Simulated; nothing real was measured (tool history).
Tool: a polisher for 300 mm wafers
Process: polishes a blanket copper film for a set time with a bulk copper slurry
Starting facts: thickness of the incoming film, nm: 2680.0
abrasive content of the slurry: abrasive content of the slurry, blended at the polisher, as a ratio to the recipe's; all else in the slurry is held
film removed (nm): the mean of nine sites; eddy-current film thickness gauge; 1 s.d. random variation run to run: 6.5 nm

run	hour	flow of slurry (ml/min)	pressure of the wafer on the pad (psi)	speed of the pad under the wafer (m/s)	abrasive content of the slurry	polishing time (s)	film removed (nm)
1	0	190	3	0.9	1	82	732.23
2	1.3	190	3	0.9	0.85	82	682.51
3	6.8	235	3	0.9	0.85	82	710.31
4	10.3	260	3	0.9	0.85	82	729.31
5	16	235	3	0.9	0.85	82	703.83
6	21.5	235	2.6	0.88	0.85	82	620.74

What will run 7 give?
7	22.1	235	2.3	0.86	0.85	82	?

{"run 7": {"film removed (nm)": 559.27}}
